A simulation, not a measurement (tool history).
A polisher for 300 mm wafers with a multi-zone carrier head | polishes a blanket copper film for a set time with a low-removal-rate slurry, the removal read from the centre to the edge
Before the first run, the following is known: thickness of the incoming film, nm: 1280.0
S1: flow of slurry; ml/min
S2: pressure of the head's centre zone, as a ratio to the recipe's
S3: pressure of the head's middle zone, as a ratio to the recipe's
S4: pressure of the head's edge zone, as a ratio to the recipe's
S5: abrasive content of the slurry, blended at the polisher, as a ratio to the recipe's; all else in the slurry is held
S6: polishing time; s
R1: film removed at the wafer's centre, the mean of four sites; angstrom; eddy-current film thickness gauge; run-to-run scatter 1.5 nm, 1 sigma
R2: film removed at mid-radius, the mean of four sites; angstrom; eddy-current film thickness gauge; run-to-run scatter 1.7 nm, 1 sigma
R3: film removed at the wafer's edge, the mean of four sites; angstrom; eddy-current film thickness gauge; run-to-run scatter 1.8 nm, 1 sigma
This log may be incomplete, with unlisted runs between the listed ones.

| run | hour | S1 | S2 | S3 | S4 | S5 | S6 | R1 | R2 | R3 |
|---|---|---|---|---|---|---|---|---|---|---|
| 1 | 0 | 295 | 1 | 1 | 1 | 1 | 65 | 1337 | 1347.5 | 1316 |
| 2 | 7.6 | 305 | 1.01 | 1.03 | 1.03 | 1.1 | 69 | 1463.2 | 1502.8 | 1482.5 |
| 3 | 13.7 | 320 | 1.02 | 1.06 | 1.03 | 1.2 | 72 | 1564.8 | 1649 | 1552.3 |
| 4 | 17.7 | 320 | 1.02 | 1.06 | 1.03 | 1.2 | 84 | 1829.1 | 1943.9 | 1835.6 |
| 5 | 19.5 | 320 | 0.96 | 1.06 | 1.03 | 1.2 | 84 | 1772.7 | 1932.7 | 1827.3 |
| 6 | 21.8 | 320 | 0.96 | 1.06 | 1.06 | 1.2 | 84 | 1780.1 | 1925.9 | 1839.5 |
| 7 | 23.9 | 320 | 0.97 | 1.08 | 1.08 | 1.25 | 85 | 1797.3 | 1993.2 | 1926.3 |

Run 8, settings as shown, results not yet in. Your forecast:
| 8 | 29.9 | 320 | 0.97 | 1.08 | 1.08 | 1.25 | 85 | ? | ? | ? |

{"run 8": {"R1": 1832.1, "R2": 2008.5, "R3": 1908.1}}
